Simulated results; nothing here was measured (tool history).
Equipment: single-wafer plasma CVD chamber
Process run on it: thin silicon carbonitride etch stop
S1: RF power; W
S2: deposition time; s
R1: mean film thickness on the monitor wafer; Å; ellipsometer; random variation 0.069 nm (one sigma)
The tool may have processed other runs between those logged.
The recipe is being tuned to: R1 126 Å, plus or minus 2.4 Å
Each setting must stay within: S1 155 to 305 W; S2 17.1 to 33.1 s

Run 1, hour 0: S1 230 W, S2 25.1 s. Result: R1 138.02 Å.
Run 2, hour 4.1: S1 230 W, S2 28.4 s. Result: R1 155.09 Å.
Run 3, hour 5: S1 255 W, S2 28.4 s. Result: R1 160.08 Å.
Run 4, hour 11.8: S1 255 W, S2 30.7 s. Result: R1 174.77 Å.
Run 5, hour 12.9: S1 245 W, S2 29.7 s. Result: R1 166.26 Å.
Run 6, hour 14.4: S1 235 W, S2 28.9 s. Result: R1 160.1 Å.
Run 7, hour 22.9: S1 230 W, S2 28.1 s. Result: R1 153.65 Å.
Run 8, hour 23.7: S1 220 W, S2 27.5 s. Result: R1 149.08 Å.
Run 9, hour 28.7: S1 220 W, S2 27.5 s. Result: R1 148.7 Å.
Run 10, hour 34.2: S1 215 W, S2 27 s. Result: R1 146.03 Å.
Run 11, hour 36.7: S1 210 W, S2 26.5 s. Result: R1 141.71 Å.
Run 12, hour 41.2: S1 205 W, S2 26.2 s. Result: R1 139.76 Å.
Run 13, hour 44.6: S1 200 W, S2 25.9 s. Result: R1 136.19 Å.
Run 14, hour 52.4: S1 195 W, S2 25.8 s. Result: R1 135.85 Å.
Run 15, hour 58.6: S1 170 W, S2 24.1 s. Result: R1 121.1 Å.
Run 16, hour 66.5: S1 175 W, S2 24.1 s. Result: R1 122.49 Å.

Which one of the following 5 next-run settings gets every result inside its allowed miss? There is exactly one.
Run A, hour 74.4: S1 170 W, S2 25 s. Result: R1 ?.
Run B, hour 74.4: S1 180 W, S2 23 s. Result: R1 ?.
Run C, hour 74.4: S1 190 W, S2 23.2 s. Result: R1 ?.
Run D, hour 74.4: S1 185 W, S2 22.9 s. Result: R1 ?.
Run E, hour 74.4: S1 155 W, S2 24.5 s. Result: R1 ?.

move      R1
   A  125.61
   B  117.41
   C  120.23
   D  117.79
   E     120
A: hits every target within its allowed miss
B: further off than the last run
C: further off than the last run
D: further off than the last run
E: further off than the last run
A is the move that brings every result within its allowed miss.
